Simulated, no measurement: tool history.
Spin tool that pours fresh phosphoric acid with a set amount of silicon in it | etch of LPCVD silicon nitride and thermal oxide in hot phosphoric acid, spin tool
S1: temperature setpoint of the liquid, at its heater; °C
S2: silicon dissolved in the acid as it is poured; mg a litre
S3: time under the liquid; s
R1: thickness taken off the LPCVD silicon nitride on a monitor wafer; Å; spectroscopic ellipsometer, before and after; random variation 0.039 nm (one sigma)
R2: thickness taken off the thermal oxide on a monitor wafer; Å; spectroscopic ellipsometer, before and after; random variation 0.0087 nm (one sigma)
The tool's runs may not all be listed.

run,hour,S1,S2,S3,R1,R2
1,0.0,159.0,12.5,180,132.640,4.37050
2,4.2,158.5,15.0,140,100.980,2.93320
3,8.2,158.0,17.0,110,77.396,1.88340
4,16.7,157.0,17.0,110,74.495,1.73620
5,22.2,158.0,17.0,110,77.960,2.29050
6,24.5,158.0,17.0,30,21.466,0.55726
7,30.7,158.5,20.0,35,24.804,0.64604
8,36.5,158.5,21.5,45,31.380,0.74435

The next listed run, before its measurement:
9,40.0,159.0,23.0,50,?,?

R1: 35.926 Å
R2: 0.86896 Å
